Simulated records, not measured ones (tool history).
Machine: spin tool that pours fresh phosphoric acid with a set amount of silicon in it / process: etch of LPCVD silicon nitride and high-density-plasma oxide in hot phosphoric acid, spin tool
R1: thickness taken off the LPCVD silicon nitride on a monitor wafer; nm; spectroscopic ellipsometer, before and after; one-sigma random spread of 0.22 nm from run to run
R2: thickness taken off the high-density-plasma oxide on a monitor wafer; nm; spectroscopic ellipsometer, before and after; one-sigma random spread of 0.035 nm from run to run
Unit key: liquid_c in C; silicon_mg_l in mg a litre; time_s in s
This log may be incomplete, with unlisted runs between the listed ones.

{"run": 1, "hour": 0.0, "liquid_c": 160, "silicon_mg_l": 9, "time_s": 180, "R1": 18.397, "R2": 0.42369}
{"run": 2, "hour": 7.2, "liquid_c": 160, "silicon_mg_l": 9, "time_s": 105, "R1": 10.924, "R2": 0.24162}
{"run": 3, "hour": 8.7, "liquid_c": 160, "silicon_mg_l": 10.5, "time_s": 120, "R1": 12.295, "R2": 0.23338}
{"run": 4, "hour": 15.3, "liquid_c": 160, "silicon_mg_l": 10.5, "time_s": 80, "R1": 8.1416, "R2": 0.17261}
{"run": 5, "hour": 22.7, "liquid_c": 160, "silicon_mg_l": 10.5, "time_s": 100, "R1": 10.195, "R2": 0.22222}
{"run": 6, "hour": 31.2, "liquid_c": 161.5, "silicon_mg_l": 10.5, "time_s": 100, "R1": 10.912, "R2": 0.23208}
{"run": 7, "hour": 35.4, "liquid_c": 162, "silicon_mg_l": 11.5, "time_s": 115, "R1": 12.637, "R2": 0.28339}

Run 8 comes next. What will it give?
{"run": 8, "hour": 43.7, "liquid_c": 162, "silicon_mg_l": 11.5, "time_s": 115, "R1": "?", "R2": "?"}

R1: 12.415 nm
R2: 0.28589 nm
